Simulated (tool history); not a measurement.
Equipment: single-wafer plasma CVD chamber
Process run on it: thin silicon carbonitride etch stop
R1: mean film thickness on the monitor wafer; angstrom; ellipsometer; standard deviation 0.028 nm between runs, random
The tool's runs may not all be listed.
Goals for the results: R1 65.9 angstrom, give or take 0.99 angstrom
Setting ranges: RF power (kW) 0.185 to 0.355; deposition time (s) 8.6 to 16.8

Run 1, hour 0: RF power (kW) 0.27, deposition time (s) 12.7. Result: R1 76.351 angstrom.
Run 2, hour 1.4: RF power (kW) 0.255, deposition time (s) 12.5. Result: R1 73.989 angstrom.
Run 3, hour 3.1: RF power (kW) 0.245, deposition time (s) 12.3. Result: R1 71.47 angstrom.
Run 4, hour 5.5: RF power (kW) 0.235, deposition time (s) 12.3. Result: R1 70.078 angstrom.
Run 5, hour 11.7: RF power (kW) 0.225, deposition time (s) 12.3. Result: R1 69.371 angstrom.
Run 6, hour 15.7: RF power (kW) 0.225, deposition time (s) 13.9. Result: R1 78.189 angstrom.
Run 7, hour 17.7: RF power (kW) 0.215, deposition time (s) 13.5. Result: R1 74.794 angstrom.
Run 8, hour 24.8: RF power (kW) 0.21, deposition time (s) 13.2. Result: R1 72.462 angstrom.
Run 9, hour 30.1: RF power (kW) 0.205, deposition time (s) 13. Result: R1 71.85 angstrom.
Run 10, hour 34.4: RF power (kW) 0.2, deposition time (s) 12.8. Result: R1 69.296 angstrom.
Run 11, hour 35.5: RF power (kW) 0.195, deposition time (s) 12.7. Result: R1 68.212 angstrom.
Run 12, hour 36.6: RF power (kW) 0.195, deposition time (s) 12.6. Result: R1 68.349 angstrom.
Run 13, hour 43.5: RF power (kW) 0.195, deposition time (s) 12.5. Result: R1 67.332 angstrom.

Which of these 5 next moves meets every target?
Run A, hour 50.4: RF power (kW) 0.195, deposition time (s) 11.7. Result: R1 ?.
Run B, hour 50.4: RF power (kW) 0.195, deposition time (s) 12.3. Result: R1 ?.
Run C, hour 50.4: RF power (kW) 0.195, deposition time (s) 12.7. Result: R1 ?.
Run D, hour 50.4: RF power (kW) 0.215, deposition time (s) 12.3. Result: R1 ?.
Run E, hour 50.4: RF power (kW) 0.185, deposition time (s) 12.9. Result: R1 ?.

move      R1
   A   62.68
   B  65.894
   C  68.037
   D  68.136
   E   67.86
A: moves the result that the last run missed by most past its target, out the other side
B: each result inside its tolerance
C: further off than the last run
D: further off than the last run
E: further off than the last run
Move B is the one to make.

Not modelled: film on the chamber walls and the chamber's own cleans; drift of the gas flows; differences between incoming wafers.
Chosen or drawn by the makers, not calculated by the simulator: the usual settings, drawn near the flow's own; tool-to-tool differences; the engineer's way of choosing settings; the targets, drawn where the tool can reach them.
